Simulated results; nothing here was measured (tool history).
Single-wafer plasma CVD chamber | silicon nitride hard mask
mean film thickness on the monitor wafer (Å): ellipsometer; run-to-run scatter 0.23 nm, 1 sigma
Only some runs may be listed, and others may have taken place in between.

run,hour,heater temperature setpoint (K),chamber pressure (mTorr),RF power (W),deposition time (s),mean film thickness on the monitor wafer (Å)
1,0.0,658.15,1720,390,42.5,578.21
2,6.6,658.15,1720,390,42.5,580.66
3,9.3,658.15,1720,390,42.5,579.83
4,14.6,658.15,1450,390,42.5,541.97
5,18.7,658.15,1590,390,42.5,561.83
6,27.5,668.15,1590,390,42.5,561.35

The next listed run, before its measurement:
# hour 33.9: thermocouple changed; heater temperature recalibrated
7,33.9,668.15,1650,390,42.5,?

mean film thickness on the monitor wafer (Å): 567.94
